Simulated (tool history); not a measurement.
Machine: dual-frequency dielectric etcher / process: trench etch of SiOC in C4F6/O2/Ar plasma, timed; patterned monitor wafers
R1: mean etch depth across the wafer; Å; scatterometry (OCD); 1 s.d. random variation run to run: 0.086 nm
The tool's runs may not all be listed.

run 1 hour=0 | source_power_(kW)=0.32 bias_power_(kW)=0.159 etch_time_(s)=18 | R1=309.48
run 2 hour=3.3 | source_power_(kW)=0.3 bias_power_(kW)=0.152 etch_time_(s)=18 | R1=299.02
run 3 hour=9.9 | source_power_(kW)=0.28 bias_power_(kW)=0.145 etch_time_(s)=18 | R1=290.74
run 4 hour=11.9 | source_power_(kW)=0.25 bias_power_(kW)=0.145 etch_time_(s)=18 | R1=281.63
run 5 hour=13.9 | source_power_(kW)=0.25 bias_power_(kW)=0.145 etch_time_(s)=19 | R1=294.44
run 6 hour=20.3 | source_power_(kW)=0.25 bias_power_(kW)=0.145 etch_time_(s)=19 | R1=293.32
run 7 hour=22.1 | source_power_(kW)=0.24 bias_power_(kW)=0.137 etch_time_(s)=19 | R1=286.73
run 8 hour=24.8 | source_power_(kW)=0.24 bias_power_(kW)=0.137 etch_time_(s)=19 | R1=284.36
run 9 hour=31.6 | source_power_(kW)=0.23 bias_power_(kW)=0.131 etch_time_(s)=19 | R1=277.65
run 10 hour=33.3 | source_power_(kW)=0.22 bias_power_(kW)=0.126 etch_time_(s)=19 | R1=269.73
run 11 hour=35.2 | source_power_(kW)=0.21 bias_power_(kW)=0.123 etch_time_(s)=19 | R1=264.53
run 12 hour=42.7 | source_power_(kW)=0.21 bias_power_(kW)=0.12 etch_time_(s)=19 | R1=261.75
run 13 hour=49.8 | source_power_(kW)=0.21 bias_power_(kW)=0.12 etch_time_(s)=19 | R1=262.09
run 14 hour=55 | source_power_(kW)=0.21 bias_power_(kW)=0.118 etch_time_(s)=19 | R1=261.32
run 15 hour=61.3 | source_power_(kW)=0.21 bias_power_(kW)=0.116 etch_time_(s)=19 | R1=259.13
run 16 hour=65.1 | source_power_(kW)=0.21 bias_power_(kW)=0.115 etch_time_(s)=19 | R1=259.25
run 17 hour=68.5 | source_power_(kW)=0.21 bias_power_(kW)=0.114 etch_time_(s)=19 | R1=258.68

Run 18 is up next; what results do you expect?
run 18 hour=74.4 | source_power_(kW)=0.21 bias_power_(kW)=0.113 etch_time_(s)=19 | R1=?

R1: 257.5 Å
